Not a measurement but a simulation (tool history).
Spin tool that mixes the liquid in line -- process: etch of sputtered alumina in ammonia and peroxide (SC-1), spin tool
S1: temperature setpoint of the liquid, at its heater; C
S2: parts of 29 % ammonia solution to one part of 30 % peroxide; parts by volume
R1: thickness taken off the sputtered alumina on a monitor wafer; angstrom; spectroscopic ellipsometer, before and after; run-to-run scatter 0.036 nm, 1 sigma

run 1 hour=0.0 | S1=62.0 S2=0.95 time_under_the_liquid_(s)=60 | R1=92.370
run 2 hour=0.9 | S1=58.5 S2=0.95 time_under_the_liquid_(s)=60 | R1=78.005
run 3 hour=3.8 | S1=63.5 S2=0.95 time_under_the_liquid_(s)=60 | R1=98.676
run 4 hour=5.5 | S1=67.5 S2=0.95 time_under_the_liquid_(s)=60 | R1=121.720
run 5 hour=13.6 | S1=67.5 S2=0.80 time_under_the_liquid_(s)=60 | R1=120.750
run 6 hour=17.3 | S1=67.5 S2=1.05 time_under_the_liquid_(s)=60 | R1=123.100

Run 7 comes next. What will it give?
run 7 hour=22.9 | S1=62.0 S2=1.05 time_under_the_liquid_(s)=60 | R1=?

R1: 95.141 angstrom
